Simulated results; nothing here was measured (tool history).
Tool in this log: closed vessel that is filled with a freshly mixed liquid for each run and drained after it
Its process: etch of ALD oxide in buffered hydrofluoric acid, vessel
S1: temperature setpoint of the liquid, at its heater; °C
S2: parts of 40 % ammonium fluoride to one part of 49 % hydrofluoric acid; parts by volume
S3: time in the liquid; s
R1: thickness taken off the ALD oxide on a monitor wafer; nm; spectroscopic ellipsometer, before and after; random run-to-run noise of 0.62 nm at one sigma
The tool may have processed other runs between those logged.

| run | day | S1 | S2 | S3 | R1 |
|---|---|---|---|---|---|
| 1 | 0 | 23 | 9.5 | 30 | 59.488 |
| 2 | 0.129 | 23 | 11.5 | 30 | 50.513 |
| 3 | 0.3 | 21 | 11.5 | 30 | 44.866 |
| 4 | 0.329 | 24 | 11.5 | 30 | 52.722 |
|  | 0.638 | hydrofluoric acid flow meter replaced |
| 5 | 0.638 | 24 | 11.5 | 30 | 50.38 |
| 6 | 1.004 | 26.5 | 11.5 | 30 | 57.94 |
| 7 | 1.079 | 28 | 11 | 30 | 64.895 |

Forecast run 8:
| 8 | 1.321 | 29 | 11 | 30 | ? |

Run 8 yielded R1 68.973 nm.
